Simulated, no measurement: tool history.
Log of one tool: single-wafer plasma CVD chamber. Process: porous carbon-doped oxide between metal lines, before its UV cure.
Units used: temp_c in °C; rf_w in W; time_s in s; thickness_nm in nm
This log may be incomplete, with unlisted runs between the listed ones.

run 1 hour=0 | temp_c=290 rf_w=495 time_s=19.1 | thickness_nm=108.3
run 2 hour=4.1 | temp_c=290 rf_w=495 time_s=19.1 | thickness_nm=108.4
run 3 hour=12.3 | temp_c=290 rf_w=455 time_s=19.1 | thickness_nm=104.41
run 4 hour=19.6 | temp_c=290 rf_w=400 time_s=19.1 | thickness_nm=97.796
run 5 hour=26.5 | temp_c=286 rf_w=415 time_s=19.1 | thickness_nm=102.21
run 6 hour=33.1 | temp_c=277 rf_w=415 time_s=19.1 | thickness_nm=108.01

Run 7 has not been measured yet. What should we expect?
run 7 hour=37.1 | temp_c=275 rf_w=420 time_s=19.1 | thickness_nm=?

Run 7 produced thickness_nm 108.82 nm.

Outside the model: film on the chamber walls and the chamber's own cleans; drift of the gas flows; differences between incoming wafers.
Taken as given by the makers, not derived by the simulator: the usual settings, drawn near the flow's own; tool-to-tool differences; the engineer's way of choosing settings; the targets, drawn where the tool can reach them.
